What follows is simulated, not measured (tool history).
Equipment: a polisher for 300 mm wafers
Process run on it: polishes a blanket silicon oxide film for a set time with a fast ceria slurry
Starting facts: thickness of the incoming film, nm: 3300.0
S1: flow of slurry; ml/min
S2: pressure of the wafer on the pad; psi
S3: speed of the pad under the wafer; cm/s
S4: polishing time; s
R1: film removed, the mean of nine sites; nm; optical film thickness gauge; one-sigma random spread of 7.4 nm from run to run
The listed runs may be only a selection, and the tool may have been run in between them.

run  hour   S1   S2   S3  S4      R1
  1     0  120    3  110  83  1448.2
  2   4.1  140    3  110  83  1515.2
  3   6.8  130    3  110  83  1491.1
  4  12.5  130    3  110  83  1492.3
  5  21.2  130    3   92  83  1234.6
  6  27.9  120    3   92  83  1216.3
  7  36.3  110  2.9   92  83  1163.7
  8  38.1  105  2.9   92  83  1147.8
  9  43.8  100  2.9   92  83  1147.6

What does the tool deliver on the next run?
 10  49.4  95  2.9  92  83   ?

{"run 10": {"R1": 1124.9}}

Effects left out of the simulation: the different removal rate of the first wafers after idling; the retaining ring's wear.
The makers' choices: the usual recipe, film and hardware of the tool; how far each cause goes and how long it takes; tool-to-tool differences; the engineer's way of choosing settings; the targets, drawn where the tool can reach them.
